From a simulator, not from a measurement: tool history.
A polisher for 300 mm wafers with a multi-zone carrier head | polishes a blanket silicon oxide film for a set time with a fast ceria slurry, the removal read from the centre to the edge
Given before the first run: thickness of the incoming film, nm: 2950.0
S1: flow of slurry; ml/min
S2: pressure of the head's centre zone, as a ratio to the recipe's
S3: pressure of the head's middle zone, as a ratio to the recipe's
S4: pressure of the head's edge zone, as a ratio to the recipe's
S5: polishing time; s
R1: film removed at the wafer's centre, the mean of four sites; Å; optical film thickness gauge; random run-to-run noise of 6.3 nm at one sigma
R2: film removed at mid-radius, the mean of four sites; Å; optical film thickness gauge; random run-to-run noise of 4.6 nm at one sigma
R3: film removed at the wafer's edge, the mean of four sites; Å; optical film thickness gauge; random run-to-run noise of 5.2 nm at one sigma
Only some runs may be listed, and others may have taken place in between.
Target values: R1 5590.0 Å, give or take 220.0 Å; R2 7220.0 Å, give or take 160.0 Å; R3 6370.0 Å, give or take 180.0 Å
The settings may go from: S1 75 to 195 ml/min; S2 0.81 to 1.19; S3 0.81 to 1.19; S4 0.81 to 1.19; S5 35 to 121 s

{"run": 1, "hour": 0.0, "S1": 125, "S2": 1.0, "S3": 1.0, "S4": 1.0, "S5": 78, "R1": 6096.1, "R2": 5502.8, "R3": 5483.7}
{"run": 2, "hour": 2.4, "S1": 125, "S2": 1.0, "S3": 1.0, "S4": 1.04, "S5": 78, "R1": 5949.2, "R2": 5555.4, "R3": 5482.3}
{"run": 3, "hour": 6.8, "S1": 130, "S2": 0.98, "S3": 1.01, "S4": 1.06, "S5": 79, "R1": 6138.1, "R2": 5791.7, "R3": 5710.9}
{"run": 4, "hour": 12.1, "S1": 130, "S2": 0.98, "S3": 1.01, "S4": 0.99, "S5": 79, "R1": 6169.7, "R2": 5754.5, "R3": 5509.6}
{"run": 5, "hour": 13.4, "S1": 130, "S2": 0.96, "S3": 1.03, "S4": 1.02, "S5": 80, "R1": 6095.0, "R2": 5841.5, "R3": 5693.2}
{"run": 6, "hour": 18.2, "S1": 140, "S2": 0.94, "S3": 1.05, "S4": 1.04, "S5": 80, "R1": 6093.2, "R2": 6173.0, "R3": 5825.5}
{"run": 7, "hour": 24.0, "S1": 140, "S2": 0.94, "S3": 1.05, "S4": 1.04, "S5": 80, "R1": 6019.7, "R2": 6100.0, "R3": 5852.9}
{"run": 8, "hour": 32.1, "S1": 145, "S2": 0.92, "S3": 1.07, "S4": 1.05, "S5": 80, "R1": 5880.8, "R2": 6219.1, "R3": 5909.0}
{"run": 9, "hour": 40.4, "S1": 150, "S2": 0.91, "S3": 1.09, "S4": 1.05, "S5": 80, "R1": 6051.3, "R2": 6437.0, "R3": 5880.6}
{"run": 10, "hour": 47.8, "S1": 155, "S2": 0.9, "S3": 1.1, "S4": 1.07, "S5": 80, "R1": 6007.2, "R2": 6493.9, "R3": 6018.5}
{"run": 11, "hour": 50.1, "S1": 155, "S2": 0.89, "S3": 1.11, "S4": 1.08, "S5": 80, "R1": 5926.6, "R2": 6560.4, "R3": 5981.1}
{"run": 12, "hour": 56.8, "S1": 155, "S2": 0.88, "S3": 1.12, "S4": 1.1, "S5": 80, "R1": 5918.1, "R2": 6590.8, "R3": 6067.6}
{"run": 13, "hour": 61.2, "S1": 155, "S2": 0.87, "S3": 1.13, "S4": 1.11, "S5": 80, "R1": 5813.2, "R2": 6636.9, "R3": 6102.0}
{"run": 14, "hour": 61.9, "S1": 155, "S2": 0.86, "S3": 1.14, "S4": 1.11, "S5": 80, "R1": 5705.5, "R2": 6751.2, "R3": 6110.7}
{"run": 15, "hour": 65.1, "S1": 155, "S2": 0.85, "S3": 1.15, "S4": 1.12, "S5": 80, "R1": 5707.4, "R2": 6747.1, "R3": 6081.0}
{"run": 16, "hour": 67.7, "S1": 155, "S2": 0.84, "S3": 1.16, "S4": 1.13, "S5": 80, "R1": 5615.6, "R2": 6724.7, "R3": 6186.3}
{"run": 17, "hour": 75.1, "S1": 160, "S2": 0.82, "S3": 1.18, "S4": 1.12, "S5": 81, "R1": 5577.0, "R2": 7033.7, "R3": 6210.5}

5 candidate next runs follow, results not yet known. Just one meets every target within its allowed miss. Identify it.
{"run": "A", "hour": 82.5, "S1": 160, "S2": 0.87, "S3": 1.18, "S4": 1.12, "S5": 79, "R1": "?", "R2": "?", "R3": "?"}
{"run": "B", "hour": 82.5, "S1": 175, "S2": 0.91, "S3": 1.19, "S4": 1.16, "S5": 81, "R1": "?", "R2": "?", "R3": "?"}
{"run": "C", "hour": 82.5, "S1": 145, "S2": 0.81, "S3": 1.19, "S4": 1.11, "S5": 84, "R1": "?", "R2": "?", "R3": "?"}
{"run": "D", "hour": 82.5, "S1": 180, "S2": 0.82, "S3": 1.19, "S4": 1.05, "S5": 80, "R1": "?", "R2": "?", "R3": "?"}
{"run": "E", "hour": 82.5, "S1": 130, "S2": 0.87, "S3": 1.12, "S4": 1.09, "S5": 92, "R1": "?", "R2": "?", "R3": "?"}

move=A R1=5843.9 R2=6829.8 R3=6094.8
move=B R1=6360.8 R2=7166.8 R3=6437.7
move=C R1=5690.9 R2=7175.1 R3=6358.8
move=D R1=5737.8 R2=7116.7 R3=6066.5
move=E R1=6470.3 R2=7275.2 R3=6787.1
A: misses by more than the last run did
B: brings the result that was furthest off to its target, and leaves another outside
C: every result lands within tolerance
D: brings the result that was furthest off to its target, and leaves another outside
E: brings the result that was furthest off to its target, and leaves another outside
C is the move that brings every result within its allowed miss.
